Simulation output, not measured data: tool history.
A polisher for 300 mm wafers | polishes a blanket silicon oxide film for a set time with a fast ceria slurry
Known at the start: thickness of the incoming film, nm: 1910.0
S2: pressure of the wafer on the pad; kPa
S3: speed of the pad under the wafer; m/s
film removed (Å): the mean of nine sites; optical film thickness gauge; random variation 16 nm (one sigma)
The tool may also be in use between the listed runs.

{"run": 1, "day": 0.0, "flow of slurry (ml/min)": 265, "S2": 19.3, "S3": 1.02, "polishing time (s)": 54, "film removed (Å)": 10499.0}
{"run": 2, "day": 0.154, "flow of slurry (ml/min)": 265, "S2": 16.5, "S3": 1.02, "polishing time (s)": 54, "film removed (Å)": 9061.1}
{"run": 3, "day": 0.512, "flow of slurry (ml/min)": 265, "S2": 14.5, "S3": 1.02, "polishing time (s)": 54, "film removed (Å)": 8031.7}
{"run": 4, "day": 0.721, "flow of slurry (ml/min)": 265, "S2": 16.5, "S3": 1.02, "polishing time (s)": 54, "film removed (Å)": 9002.6}
{"run": 5, "day": 0.783, "flow of slurry (ml/min)": 265, "S2": 20.7, "S3": 1.02, "polishing time (s)": 54, "film removed (Å)": 11098.0}
{"run": 6, "day": 1.088, "flow of slurry (ml/min)": 265, "S2": 24.8, "S3": 1.02, "polishing time (s)": 54, "film removed (Å)": 13388.0}
{"run": 7, "day": 1.225, "flow of slurry (ml/min)": 265, "S2": 26.9, "S3": 1.02, "polishing time (s)": 54, "film removed (Å)": 14305.0}
{"run": 8, "day": 1.429, "flow of slurry (ml/min)": 265, "S2": 28.3, "S3": 1.04, "polishing time (s)": 54, "film removed (Å)": 15171.0}
{"run": 9, "day": 1.7, "flow of slurry (ml/min)": 265, "S2": 29.0, "S3": 1.06, "polishing time (s)": 54, "film removed (Å)": 15865.0}
{"run": 10, "day": 1.746, "flow of slurry (ml/min)": 265, "S2": 29.6, "S3": 1.08, "polishing time (s)": 54, "film removed (Å)": 16337.0}

Run 11 comes next. What will it give?
{"run": 11, "day": 2.112, "flow of slurry (ml/min)": 265, "S2": 29.6, "S3": 1.1, "polishing time (s)": 54, "film removed (Å)": "?"}

{"run 11": {"film removed (Å)": 16786.0}}

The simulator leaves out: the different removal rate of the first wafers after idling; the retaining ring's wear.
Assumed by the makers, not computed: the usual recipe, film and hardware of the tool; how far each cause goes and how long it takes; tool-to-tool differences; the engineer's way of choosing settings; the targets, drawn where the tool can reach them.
